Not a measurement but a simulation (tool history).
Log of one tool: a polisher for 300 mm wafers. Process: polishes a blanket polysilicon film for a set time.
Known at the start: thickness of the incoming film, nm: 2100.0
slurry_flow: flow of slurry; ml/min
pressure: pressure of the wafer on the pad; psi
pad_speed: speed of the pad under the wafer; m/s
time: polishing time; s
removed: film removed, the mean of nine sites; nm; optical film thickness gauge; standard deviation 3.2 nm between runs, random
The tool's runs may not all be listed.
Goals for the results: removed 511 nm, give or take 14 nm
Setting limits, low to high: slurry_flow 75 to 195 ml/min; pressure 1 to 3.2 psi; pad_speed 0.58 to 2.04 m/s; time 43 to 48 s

| run | hour | slurry_flow | pressure | pad_speed | time | removed |
|---|---|---|---|---|---|---|
| 1 | 0 | 125 | 2.1 | 1.3 | 48 | 360.21 |
| 2 | 2.5 | 125 | 2.1 | 1.3 | 48 | 360.5 |
| 3 | 7.7 | 125 | 2.1 | 1.3 | 48 | 363.52 |
| 4 | 15.9 | 155 | 2.1 | 1.3 | 48 | 375.37 |
| 5 | 18.2 | 155 | 2.1 | 1.3 | 43 | 338.94 |
| 6 | 25.4 | 155 | 2.2 | 1.3 | 43 | 352.67 |
| 7 | 31.9 | 155 | 2.3 | 1.3 | 43 | 368.06 |
| 8 | 37.1 | 155 | 2.3 | 1.3 | 43 | 368.31 |
| 9 | 46 | 155 | 2.4 | 1.3 | 43 | 382.58 |
| 10 | 47 | 155 | 2.5 | 1.3 | 43 | 401.49 |
| 11 | 54.4 | 155 | 2.6 | 1.3 | 43 | 419.95 |
| 12 | 57.6 | 155 | 2.7 | 1.3 | 43 | 430.17 |
| 13 | 61.2 | 155 | 2.8 | 1.3 | 43 | 447.86 |
| 14 | 65.3 | 155 | 2.9 | 1.3 | 43 | 460.79 |
| 15 | 71.1 | 155 | 3.1 | 1.3 | 43 | 493.56 |

Pick the move, out of 5, that brings all results within their allowed miss; only one does.
| A | 76.9 | 150 | 2.9 | 1.32 | 44 | ? |
| B | 76.9 | 160 | 3.2 | 1.3 | 43 | ? |
| C | 76.9 | 150 | 2.9 | 1.2 | 46 | ? |
| D | 76.9 | 105 | 3.2 | 1.18 | 46 | ? |
| E | 76.9 | 150 | 2.9 | 1.32 | 43 | ? |

| move | removed |
|---|---|
| A | 474.88 |
| B | 511.73 |
| C | 466.34 |
| D | 468.69 |
| E | 464.08 |
A: misses by more than the last run did
B: in spec on every target
C: misses by more than the last run did
D: misses by more than the last run did
E: misses by more than the last run did
Answer: B
